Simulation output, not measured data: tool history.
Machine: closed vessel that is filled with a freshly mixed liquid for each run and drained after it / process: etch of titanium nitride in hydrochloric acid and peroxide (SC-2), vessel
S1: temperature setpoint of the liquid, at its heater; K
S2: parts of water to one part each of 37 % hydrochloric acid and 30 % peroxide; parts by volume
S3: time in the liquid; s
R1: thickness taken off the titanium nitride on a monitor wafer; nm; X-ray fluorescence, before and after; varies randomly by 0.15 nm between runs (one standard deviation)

run,hour,S1,S2,S3,R1
1,0.0,334.15,11.0,385,26.079
2,0.7,331.15,11.0,385,21.574
3,5.4,331.65,11.0,385,22.142
4,12.4,331.65,13.5,385,18.446
5,18.9,332.65,13.5,385,19.632
6,21.4,333.15,13.5,385,20.242
7,25.7,333.65,13.5,385,20.812

What will run 8 give?
8,27.2,335.65,13.5,385,?

R1: 23.973 nm
